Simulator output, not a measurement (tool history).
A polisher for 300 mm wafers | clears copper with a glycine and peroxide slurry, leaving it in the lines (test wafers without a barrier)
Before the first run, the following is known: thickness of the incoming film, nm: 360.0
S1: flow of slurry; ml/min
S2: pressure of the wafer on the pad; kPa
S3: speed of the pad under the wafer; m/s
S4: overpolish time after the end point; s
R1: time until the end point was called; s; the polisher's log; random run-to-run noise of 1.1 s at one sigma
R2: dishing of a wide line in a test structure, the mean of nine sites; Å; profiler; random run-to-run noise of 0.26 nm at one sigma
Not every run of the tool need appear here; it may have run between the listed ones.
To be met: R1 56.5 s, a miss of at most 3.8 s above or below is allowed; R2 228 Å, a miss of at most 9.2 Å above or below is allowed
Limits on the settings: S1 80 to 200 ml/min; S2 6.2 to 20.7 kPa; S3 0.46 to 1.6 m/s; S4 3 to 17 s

Run 1, day 0: S1 130 ml/min, S2 13.1 kPa, S3 1.02 m/s, S4 9 s. Result: R1 75.683 s, R2 294.61 Å.
Run 2, day 0.279: S1 135 ml/min, S2 13.8 kPa, S3 1.02 m/s, S4 8 s. Result: R1 73.246 s, R2 269.37 Å.
Run 3, day 0.471: S1 115 ml/min, S2 13.8 kPa, S3 1.02 m/s, S4 8 s. Result: R1 77.103 s, R2 267.03 Å.
Run 4, day 0.658: S1 115 ml/min, S2 11 kPa, S3 1.02 m/s, S4 8 s. Result: R1 83.33 s, R2 248.15 Å.
Run 5, day 0.721: S1 120 ml/min, S2 11.7 kPa, S3 1.04 m/s, S4 8 s. Result: R1 81.754 s, R2 252.28 Å.
Run 6, day 0.929: S1 125 ml/min, S2 12.4 kPa, S3 1.04 m/s, S4 8 s. Result: R1 78.129 s, R2 260.27 Å.
Run 7, day 1.292: S1 130 ml/min, S2 13.1 kPa, S3 1.04 m/s, S4 8 s. Result: R1 73.255 s, R2 266.19 Å.
Run 8, day 1.354: S1 135 ml/min, S2 13.1 kPa, S3 1.04 m/s, S4 8 s. Result: R1 75.013 s, R2 270.24 Å.
Run 9, day 1.638: S1 135 ml/min, S2 13.8 kPa, S3 1.04 m/s, S4 8 s. Result: R1 74.213 s, R2 272.97 Å.
Run 10, day 1.833: S1 135 ml/min, S2 13.8 kPa, S3 1.04 m/s, S4 8 s. Result: R1 72.37 s, R2 273.87 Å.
Run 11, day 2.058: S1 165 ml/min, S2 17.2 kPa, S3 1.08 m/s, S4 4 s. Result: R1 60.244 s, R2 175.91 Å.
Run 12, day 2.179: S1 165 ml/min, S2 17.2 kPa, S3 1.1 m/s, S4 4 s. Result: R1 59.843 s, R2 176.69 Å.
Run 13, day 2.312: S1 165 ml/min, S2 17.2 kPa, S3 1.12 m/s, S4 4 s. Result: R1 60.151 s, R2 177.4 Å.
Run 14, day 2.504: S1 165 ml/min, S2 17.2 kPa, S3 1.12 m/s, S4 4 s. Result: R1 58.375 s, R2 177.68 Å.

Pick the move, out of 5, that brings all results within their allowed miss; only one does.
Run A, day 2.696: S1 200 ml/min, S2 20.7 kPa, S3 1.18 m/s, S4 4 s. Result: R1 ?, R2 ?.
Run B, day 2.696: S1 170 ml/min, S2 19.3 kPa, S3 0.84 m/s, S4 6 s. Result: R1 ?, R2 ?.
Run C, day 2.696: S1 155 ml/min, S2 17.9 kPa, S3 1.2 m/s, S4 5 s. Result: R1 ?, R2 ?.
Run D, day 2.696: S1 160 ml/min, S2 15.9 kPa, S3 1.1 m/s, S4 6 s. Result: R1 ?, R2 ?.
Run E, day 2.696: S1 155 ml/min, S2 15.2 kPa, S3 1.06 m/s, S4 6 s. Result: R1 ?, R2 ?.

move      R1      R2
   A  50.959  209.68
   B  69.264   230.3
   C  56.823   232.2
   D   64.74  243.36
   E  68.426  231.65
A: gains on the last run, yet a result remains outside its allowed miss
B: gets the furthest-off result to its target, but another result is out of tolerance
C: every result within its allowed miss
D: pushes the last run's worst result past its target
E: gets the furthest-off result to its target, but another result is out of tolerance
C meets every target.
